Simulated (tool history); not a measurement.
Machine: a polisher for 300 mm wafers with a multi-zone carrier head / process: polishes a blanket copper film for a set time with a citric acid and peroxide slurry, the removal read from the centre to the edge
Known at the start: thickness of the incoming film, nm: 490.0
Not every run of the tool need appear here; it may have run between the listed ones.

run  hour  flow of slurry (ml/min)  pressure of the head's centre zone  pressure of the head's middle zone  pressure of the head's edge zone  abrasive content of the slurry  polishing time (s)  film removed at the wafer's centre (Å)  film removed at mid-radius (Å)  film removed at the wafer's edge (Å)
  1     0                      145                                   1                                   1                                 1                               1                  59                                  1090.6                          1088.4                                1077.2
  2   4.3                      145                                   1                                0.93                                 1                               1                  59                                  1059.3                          1010.1                                1075.1
  3   8.9                      140                                0.99                                0.92                              0.98                            0.95                  59                                  1068.6                          1000.8                                1048.3
  4  11.7                      155                                0.99                                0.92                              0.98                            0.95                  59                                  1098.8                          1023.3                                1064.3
  5  18.7                      155                                0.99                                0.92                               0.9                            0.95                  59                                  1072.7                          1016.8                                1016.7
  6  27.7                      155                                0.94                                0.92                               0.9                            0.95                  59                                  1016.4                          1016.2                                999.98
  7  36.3                      150                                0.92                                0.91                               0.9                             0.9                  59                                  990.69                          1010.5                                998.86
  8  37.2                      145                                0.91                                 0.9                               0.9                            0.85                  58                                  934.05                          964.28                                978.03

Run 9, settings as shown, results not yet in. Your forecast:
  9  39.9                      140                                0.91                                0.89                              0.89                             0.8                  57                                       ?                               ?                                     ?

Run 9 produced film removed at the wafer's centre (Å) 913.88, film removed at mid-radius (Å) 927.93, film removed at the wafer's edge (Å) 932.3.
